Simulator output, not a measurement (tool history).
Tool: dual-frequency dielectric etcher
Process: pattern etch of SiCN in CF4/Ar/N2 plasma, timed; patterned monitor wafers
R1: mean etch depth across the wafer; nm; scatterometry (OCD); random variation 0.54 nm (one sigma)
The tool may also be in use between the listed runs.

Run 1, hour 0: source power (kW) 0.55, bias power (kW) 0.086, Ar flow (sccm) 104, CF4 flow (sccm) 65, etch time (s) 76.5. Result: R1 81.345 nm.
Run 2, hour 2.4: source power (kW) 0.55, bias power (kW) 0.086, Ar flow (sccm) 97, CF4 flow (sccm) 65, etch time (s) 76.5. Result: R1 81.367 nm.
Run 3, hour 8.9: source power (kW) 0.55, bias power (kW) 0.086, Ar flow (sccm) 97, CF4 flow (sccm) 65, etch time (s) 76.5. Result: R1 82.436 nm.
Run 4, hour 16: source power (kW) 0.58, bias power (kW) 0.086, Ar flow (sccm) 97, CF4 flow (sccm) 65, etch time (s) 76.5. Result: R1 86.952 nm.
Run 5, hour 20.3: source power (kW) 0.6, bias power (kW) 0.086, Ar flow (sccm) 97, CF4 flow (sccm) 65, etch time (s) 76.5. Result: R1 89.128 nm.
Run 6, hour 22.3: source power (kW) 0.6, bias power (kW) 0.086, Ar flow (sccm) 109, CF4 flow (sccm) 65, etch time (s) 76.5. Result: R1 88.435 nm.

Forecast run 7:
Run 7, hour 28.1: source power (kW) 0.61, bias power (kW) 0.086, Ar flow (sccm) 109, CF4 flow (sccm) 65, etch time (s) 76.5. Result: R1 ?.

{"run 7": {"R1": 89.394}}
